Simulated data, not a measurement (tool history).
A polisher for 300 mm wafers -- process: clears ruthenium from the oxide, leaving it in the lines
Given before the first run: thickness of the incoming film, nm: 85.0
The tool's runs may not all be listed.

| run | hour | flow of slurry (ml/min) | pressure of the wafer on the pad (kPa) | speed of the pad under the wafer (cm/s) | overpolish time after the end point (s) | time until the end point was called (s) |
|---|---|---|---|---|---|---|
| 1 | 0 | 280 | 15.2 | 76 | 26 | 105.41 |
| 2 | 5.5 | 280 | 17.9 | 78 | 26 | 87.668 |
| 3 | 9.7 | 280 | 17.9 | 78 | 29 | 88.6 |
| 4 | 11.5 | 280 | 17.9 | 92 | 29 | 77.979 |
| 5 | 18.9 | 280 | 17.9 | 92 | 26 | 75.928 |
| 6 | 19.7 | 280 | 17.9 | 92 | 29 | 76.021 |
| 7 | 27.1 | 280 | 20 | 94 | 29 | 68.724 |
| 8 | 29.9 | 280 | 21.4 | 96 | 29 | 61.896 |

Forecast run 9:
| 9 | 33.8 | 280 | 22.1 | 96 | 29 | ? |

{"run 9": {"time until the end point was called (s)": 61.002}}
